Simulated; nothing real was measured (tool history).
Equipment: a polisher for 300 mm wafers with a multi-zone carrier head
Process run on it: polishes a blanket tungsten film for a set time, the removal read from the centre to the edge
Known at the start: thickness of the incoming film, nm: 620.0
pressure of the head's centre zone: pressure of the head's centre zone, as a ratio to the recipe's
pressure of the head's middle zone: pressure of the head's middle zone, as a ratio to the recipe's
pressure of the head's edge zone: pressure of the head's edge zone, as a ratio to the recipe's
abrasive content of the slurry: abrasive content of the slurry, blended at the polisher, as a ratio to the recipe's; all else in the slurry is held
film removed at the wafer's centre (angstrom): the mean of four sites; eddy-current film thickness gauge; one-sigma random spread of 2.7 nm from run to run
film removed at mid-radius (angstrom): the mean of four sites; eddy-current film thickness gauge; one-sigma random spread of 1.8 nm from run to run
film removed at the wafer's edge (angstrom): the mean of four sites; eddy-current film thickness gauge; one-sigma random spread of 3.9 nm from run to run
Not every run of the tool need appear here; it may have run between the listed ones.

run	hour	flow of slurry (ml/min)	pressure of the head's centre zone	pressure of the head's middle zone	pressure of the head's edge zone	abrasive content of the slurry	polishing time (s)	film removed at the wafer's centre (angstrom)	film removed at mid-radius (angstrom)	film removed at the wafer's edge (angstrom)
1	0.0	285	1.00	1.00	1.00	1.00	50	2212.4	2152.0	2144.7
2	6.6	280	0.97	0.98	1.03	1.10	52	2267.8	2253.5	2344.0
3	10.3	315	0.97	0.98	1.03	1.10	52	2303.7	2265.5	2359.8
4	12.5	315	0.95	0.97	1.06	1.15	53	2282.0	2322.6	2489.3
5	20.8	315	0.95	0.96	1.08	1.20	54	2389.0	2371.4	2557.3
6	29.8	315	0.95	1.03	1.08	1.20	54	2376.6	2531.3	2494.1
7	34.4	315	0.94	1.00	1.10	1.25	55	2400.9	2539.0	2640.3

What does the tool deliver on the next run?
8	40.4	325	0.91	0.90	1.19	1.50	56	?	?	?

{"run 8": {"film removed at the wafer's centre (angstrom)": 2470.1, "film removed at mid-radius (angstrom)": 2489.3, "film removed at the wafer's edge (angstrom)": 2935.8}}
